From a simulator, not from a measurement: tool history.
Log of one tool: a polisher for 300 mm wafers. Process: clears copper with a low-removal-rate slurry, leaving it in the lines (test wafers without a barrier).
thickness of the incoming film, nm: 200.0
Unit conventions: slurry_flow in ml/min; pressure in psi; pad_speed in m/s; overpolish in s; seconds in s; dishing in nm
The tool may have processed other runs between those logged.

run	hour	slurry_flow	pressure	pad_speed	slurry_solids	overpolish	seconds	dishing
1	0	175	2.2	0.94	1	20	112.07	22.114
2	2	180	2.3	0.94	1	19	108.98	21.21
3	8.3	180	2.4	0.94	1	19	104.96	22.598
4	15.2	180	2.5	0.94	1	18	100.9	23.14
5	19.7	180	2.1	0.94	1	18	118.64	18.88
6	28.6	180	2.1	1.14	1	18	102.75	21.854
7	34.7	180	2.2	1.14	1	17	96.703	21.854

Expected results for the next run?
8	41.3	180	2.3	1.14	1	17	?	?

{"run 8": {"seconds": 93.045, "dishing": 23.006}}

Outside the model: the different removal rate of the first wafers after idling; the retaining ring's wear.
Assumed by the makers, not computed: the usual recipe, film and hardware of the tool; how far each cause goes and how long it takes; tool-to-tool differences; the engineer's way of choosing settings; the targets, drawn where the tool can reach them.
